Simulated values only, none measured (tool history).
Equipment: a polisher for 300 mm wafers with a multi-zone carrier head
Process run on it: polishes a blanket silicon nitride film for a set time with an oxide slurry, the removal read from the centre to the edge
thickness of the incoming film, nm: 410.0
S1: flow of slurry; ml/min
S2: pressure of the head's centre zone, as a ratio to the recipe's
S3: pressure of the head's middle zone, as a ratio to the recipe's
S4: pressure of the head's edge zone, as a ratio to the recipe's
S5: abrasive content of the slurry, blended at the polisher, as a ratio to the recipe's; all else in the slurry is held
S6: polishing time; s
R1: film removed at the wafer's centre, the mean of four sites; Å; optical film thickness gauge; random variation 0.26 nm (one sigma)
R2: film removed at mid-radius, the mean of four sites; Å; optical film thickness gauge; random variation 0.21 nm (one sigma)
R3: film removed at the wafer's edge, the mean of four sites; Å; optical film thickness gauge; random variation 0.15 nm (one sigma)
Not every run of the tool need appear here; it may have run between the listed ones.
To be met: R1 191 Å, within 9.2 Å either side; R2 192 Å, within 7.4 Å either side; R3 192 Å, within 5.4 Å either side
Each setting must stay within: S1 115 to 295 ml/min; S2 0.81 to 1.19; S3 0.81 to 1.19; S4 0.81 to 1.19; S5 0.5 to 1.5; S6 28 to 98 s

run,hour,S1,S2,S3,S4,S5,S6,R1,R2,R3
1,0,190,1,1,1,1,63,272.9,274.09,272.96
2,3.1,190,0.96,1,1,1,63,262.1,278.83,267.77
3,11.7,190,0.93,1,1,1,63,251.54,282.07,272.69
4,19.2,190,0.93,1,1,0.9,63,248.79,270.16,259.05
5,26.1,185,0.91,0.98,0.98,0.8,62,232.87,239.39,242.69
6,29.4,210,0.91,0.98,0.98,0.8,62,230.86,246.46,242.25
7,37.6,210,0.9,0.98,0.96,0.75,61,222.13,237.81,228.93
8,41.8,210,0.9,0.98,0.96,0.75,61,221.24,235.13,233.62
9,44.8,210,0.9,0.98,0.95,0.7,60,212.2,224.03,217.57
10,45.9,205,0.89,0.97,0.93,0.7,60,207.11,216.95,217.02
11,47.2,205,0.89,0.97,0.91,0.7,60,207.34,223.24,215.03
12,53.5,205,0.89,0.96,0.9,0.65,60,198.84,211.79,204.36
13,57.6,200,0.89,0.95,0.89,0.65,60,199.68,211.16,206.41
14,64.2,195,0.89,0.94,0.88,0.65,60,200.25,209.66,203.95
15,71.4,195,0.89,0.93,0.87,0.65,60,198.73,204.45,202.88
16,79.5,190,0.89,0.92,0.86,0.65,60,197.7,203.24,202.23
17,86.2,190,0.89,0.92,0.85,0.65,60,196.18,205.79,198.29
18,91.7,185,0.89,0.91,0.85,0.65,60,200.68,203.86,200.38
19,92.9,185,0.89,0.9,0.84,0.65,60,196.13,199.42,196.86

Exercise: of the 5 proposed moves below, exactly one satisfies all targets within the stated allowed misses. Which move is it?
A,94.1,180,0.91,0.9,0.81,0.7,60,?,?,?
B,94.1,210,0.9,0.95,0.91,0.55,63,?,?,?
C,94.1,190,0.87,0.88,0.81,0.6,61,?,?,?
D,94.1,150,1,0.87,0.81,0.6,65,?,?,?
E,94.1,200,0.84,0.9,0.89,0.6,62,?,?,?

move,R1,R2,R3
A,203.43,204.6,200.75
B,194.61,205.88,202.11
C,187.94,192,191.51
D,213.35,194.42,198.1
E,187.56,200.35,204.11
A: further off than the last run
B: further off than the last run
C: every result lands within tolerance
D: gets the furthest-off result to its target, but another result is out of tolerance
E: further off than the last run
Answer: C

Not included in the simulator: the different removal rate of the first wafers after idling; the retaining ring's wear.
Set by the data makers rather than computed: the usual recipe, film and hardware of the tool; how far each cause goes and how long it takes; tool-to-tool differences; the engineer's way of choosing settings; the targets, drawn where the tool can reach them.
